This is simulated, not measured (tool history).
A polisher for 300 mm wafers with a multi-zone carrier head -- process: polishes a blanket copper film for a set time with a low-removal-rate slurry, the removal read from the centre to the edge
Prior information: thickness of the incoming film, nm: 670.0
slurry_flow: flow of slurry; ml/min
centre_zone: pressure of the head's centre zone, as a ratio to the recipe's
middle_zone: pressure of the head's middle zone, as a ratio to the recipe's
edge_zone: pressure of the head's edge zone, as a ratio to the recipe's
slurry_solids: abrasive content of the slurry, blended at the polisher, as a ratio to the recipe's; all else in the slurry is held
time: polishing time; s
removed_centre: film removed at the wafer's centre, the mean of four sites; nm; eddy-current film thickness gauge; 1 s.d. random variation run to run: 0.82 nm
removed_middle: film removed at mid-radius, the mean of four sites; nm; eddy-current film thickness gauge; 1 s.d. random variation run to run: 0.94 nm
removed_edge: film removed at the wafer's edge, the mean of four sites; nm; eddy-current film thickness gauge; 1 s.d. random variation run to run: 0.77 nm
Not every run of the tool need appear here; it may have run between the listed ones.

run 1 hour=0.0 | slurry_flow=185 centre_zone=1.00 middle_zone=1.00 edge_zone=1.00 slurry_solids=1.00 time=43 | removed_centre=74.144 removed_middle=74.973 removed_edge=76.834
run 2 hour=3.4 | slurry_flow=165 centre_zone=1.00 middle_zone=1.00 edge_zone=1.00 slurry_solids=1.00 time=43 | removed_centre=72.331 removed_middle=72.180 removed_edge=75.186
run 3 hour=7.2 | slurry_flow=190 centre_zone=1.00 middle_zone=1.02 edge_zone=1.03 slurry_solids=1.05 time=43 | removed_centre=76.113 removed_middle=76.690 removed_edge=78.061
run 4 hour=13.0 | slurry_flow=205 centre_zone=0.98 middle_zone=1.03 edge_zone=1.06 slurry_solids=1.10 time=43 | removed_centre=75.615 removed_middle=78.508 removed_edge=81.852
run 5 hour=21.0 | slurry_flow=180 centre_zone=0.98 middle_zone=1.03 edge_zone=1.06 slurry_solids=1.10 time=43 | removed_centre=75.300 removed_middle=79.103 removed_edge=81.330
run 6 hour=28.6 | slurry_flow=180 centre_zone=0.98 middle_zone=0.97 edge_zone=1.06 slurry_solids=1.10 time=43 | removed_centre=73.898 removed_middle=74.841 removed_edge=81.014
run 7 hour=32.7 | slurry_flow=190 centre_zone=0.99 middle_zone=1.01 edge_zone=1.09 slurry_solids=1.15 time=43 | removed_centre=75.492 removed_middle=77.032 removed_edge=82.051
run 8 hour=37.4 | slurry_flow=200 centre_zone=0.99 middle_zone=1.04 edge_zone=1.10 slurry_solids=1.20 time=43 | removed_centre=78.980 removed_middle=81.052 removed_edge=83.877

Expected results for the next run?
run 9 hour=41.8 | slurry_flow=250 centre_zone=0.96 middle_zone=1.11 edge_zone=1.16 slurry_solids=1.25 time=43 | removed_centre=? removed_middle=? removed_edge=?

{"run 9": {"removed_centre": 80.145, "removed_middle": 90.04, "removed_edge": 90.929}}
